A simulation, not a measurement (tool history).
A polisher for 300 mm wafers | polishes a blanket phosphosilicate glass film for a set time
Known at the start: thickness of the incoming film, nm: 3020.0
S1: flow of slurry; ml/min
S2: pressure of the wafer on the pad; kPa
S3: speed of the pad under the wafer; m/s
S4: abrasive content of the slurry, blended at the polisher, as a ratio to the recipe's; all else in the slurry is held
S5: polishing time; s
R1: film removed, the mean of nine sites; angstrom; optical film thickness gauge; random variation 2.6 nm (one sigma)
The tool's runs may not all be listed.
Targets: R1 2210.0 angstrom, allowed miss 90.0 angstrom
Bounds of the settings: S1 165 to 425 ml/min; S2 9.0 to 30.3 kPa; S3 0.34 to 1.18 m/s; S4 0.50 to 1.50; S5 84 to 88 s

run 1 hour=0.0 | S1=275 S2=19.3 S3=0.76 S4=1.00 S5=84 | R1=4413.0
run 2 hour=1.1 | S1=275 S2=17.2 S3=0.74 S4=1.00 S5=84 | R1=3886.1
run 3 hour=6.9 | S1=275 S2=17.2 S3=0.90 S4=1.00 S5=84 | R1=4519.0
run 4 hour=9.0 | S1=275 S2=22.1 S3=0.90 S4=1.00 S5=84 | R1=5802.3
run 5 hour=12.0 | S1=275 S2=26.2 S3=0.90 S4=1.00 S5=84 | R1=6871.5
run 6 hour=19.2 | S1=275 S2=22.8 S3=0.82 S4=1.00 S5=84 | R1=5539.4
run 7 hour=20.2 | S1=275 S2=20.0 S3=0.76 S4=1.00 S5=84 | R1=4611.5
run 8 hour=24.9 | S1=275 S2=17.9 S3=0.72 S4=1.00 S5=84 | R1=3931.5
run 9 hour=33.5 | S1=275 S2=15.9 S3=0.70 S4=1.00 S5=84 | R1=3387.1
run 10 hour=36.2 | S1=275 S2=14.5 S3=0.68 S4=1.00 S5=84 | R1=3062.0

5 next moves are on the table. One of them brings every result within its allowed miss. Which?
run A hour=38.9 | S1=265 S2=12.4 S3=0.60 S4=1.00 S5=84 | R1=?
run B hour=38.9 | S1=245 S2=11.0 S3=0.64 S4=1.00 S5=84 | R1=?
run C hour=38.9 | S1=335 S2=12.4 S3=0.54 S4=1.15 S5=84 | R1=?
run D hour=38.9 | S1=350 S2=14.5 S3=0.52 S4=0.65 S5=88 | R1=?
run E hour=38.9 | S1=320 S2=13.8 S3=0.62 S4=0.80 S5=88 | R1=?

move=A R1=2373.4
move=B R1=2215.5
move=C R1=2432.0
move=D R1=1753.9
move=E R1=2404.9
A: nearer than the last run, and not there yet
B: meets every target
C: nearer than the last run, and not there yet
D: takes the result that was furthest off past its target
E: nearer than the last run, and not there yet
Move B is the one to make.
